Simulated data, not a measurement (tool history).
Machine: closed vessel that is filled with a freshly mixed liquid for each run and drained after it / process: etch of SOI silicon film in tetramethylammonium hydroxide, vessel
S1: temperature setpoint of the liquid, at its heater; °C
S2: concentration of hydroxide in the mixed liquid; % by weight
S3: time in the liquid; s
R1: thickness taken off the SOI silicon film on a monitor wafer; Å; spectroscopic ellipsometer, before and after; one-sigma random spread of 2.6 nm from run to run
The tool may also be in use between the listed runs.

{"run": 1, "hour": 0.0, "S1": 62, "S2": 15.5, "S3": 90, "R1": 3285.8}
{"run": 2, "hour": 5.7, "S1": 64.5, "S2": 15.5, "S3": 90, "R1": 3838.7}
{"run": 3, "hour": 11.2, "S1": 68.5, "S2": 15.5, "S3": 90, "R1": 4852.8}
{"run": 4, "hour": 19.1, "S1": 68.5, "S2": 18, "S3": 90, "R1": 4598}
{"run": 5, "hour": 23.6, "S1": 70, "S2": 17.5, "S3": 90, "R1": 5103.3}
{"run": 6, "hour": 29.7, "S1": 70, "S2": 17.5, "S3": 100, "R1": 5632.7}
{"run": 7, "hour": 35.8, "S1": 71, "S2": 17.5, "S3": 100, "R1": 6009}

Run 8 is up next; what results do you expect?
{"run": 8, "hour": 41.7, "S1": 71.5, "S2": 17.5, "S3": 100, "R1": "?"}

For run 8 the tool returned R1 6153.4 Å.

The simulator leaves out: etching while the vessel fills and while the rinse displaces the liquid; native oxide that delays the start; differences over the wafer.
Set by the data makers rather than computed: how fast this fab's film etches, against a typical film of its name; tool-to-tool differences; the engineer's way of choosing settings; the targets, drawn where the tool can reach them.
